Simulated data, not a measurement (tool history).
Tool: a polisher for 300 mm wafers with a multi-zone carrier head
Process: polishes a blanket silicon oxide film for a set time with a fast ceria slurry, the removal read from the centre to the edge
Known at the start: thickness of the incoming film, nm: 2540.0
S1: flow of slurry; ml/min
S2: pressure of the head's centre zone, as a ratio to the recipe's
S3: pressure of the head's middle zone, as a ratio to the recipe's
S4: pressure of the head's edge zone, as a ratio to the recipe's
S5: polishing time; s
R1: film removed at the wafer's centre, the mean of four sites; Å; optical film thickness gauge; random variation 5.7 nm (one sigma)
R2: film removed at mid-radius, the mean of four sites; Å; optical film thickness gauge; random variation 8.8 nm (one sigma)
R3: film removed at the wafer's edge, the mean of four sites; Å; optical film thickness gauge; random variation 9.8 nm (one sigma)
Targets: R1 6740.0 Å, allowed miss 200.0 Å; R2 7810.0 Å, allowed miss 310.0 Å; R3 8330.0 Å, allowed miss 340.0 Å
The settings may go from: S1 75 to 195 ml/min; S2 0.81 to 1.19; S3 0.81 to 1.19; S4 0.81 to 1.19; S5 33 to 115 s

run  hour   S1    S2    S3    S4  S5      R1      R2       R3
  1   0.0  125  1.00  1.00  1.00  73  9809.5  9591.1   9725.4
  2   2.1  125  1.00  0.95  1.00  73  9633.0  9309.3   9746.3
  3   5.2  125  1.00  0.95  1.08  73  9721.5  9289.2  10137.0
  4   9.4  115  0.96  0.94  1.05  72  8871.2  8984.2   9733.0
  5  14.2  110  0.94  0.93  1.02  71  8337.5  8579.8   9202.4
  6  17.8  105  0.92  0.93  1.01  71  8252.1  8651.2   9198.6
  7  24.8  100  0.90  0.92  1.00  70  7721.9  8051.4   9228.1
  8  27.2  100  0.89  0.94  0.98  69  7575.4  8190.8   8865.9
  9  32.0   95  0.88  0.94  0.97  69  7372.9  8201.9   8669.8
 10  37.0   90  0.87  0.94  0.97  69  7064.0  7920.6   8405.1

4 next moves are on the table. One of them brings every result within its allowed miss. Which?
  A  42.0   95  0.85  0.96  1.00  66   ?   ?   ?
  B  42.0   90  0.91  0.91  1.02  67   ?   ?   ?
  C  42.0  105  0.95  0.89  0.97  66   ?   ?   ?
  D  42.0  100  0.97  0.94  0.90  65   ?   ?   ?

move      R1      R2      R3
   A  6751.3  7927.8  8294.3
   B  7176.8  7547.4  8399.4
   C  7838.0  7684.5  8362.5
   D  7747.3  7799.7  7865.2
A: meets every target
B: further off than the last run
C: further off than the last run
D: further off than the last run
Move A is the one to make.

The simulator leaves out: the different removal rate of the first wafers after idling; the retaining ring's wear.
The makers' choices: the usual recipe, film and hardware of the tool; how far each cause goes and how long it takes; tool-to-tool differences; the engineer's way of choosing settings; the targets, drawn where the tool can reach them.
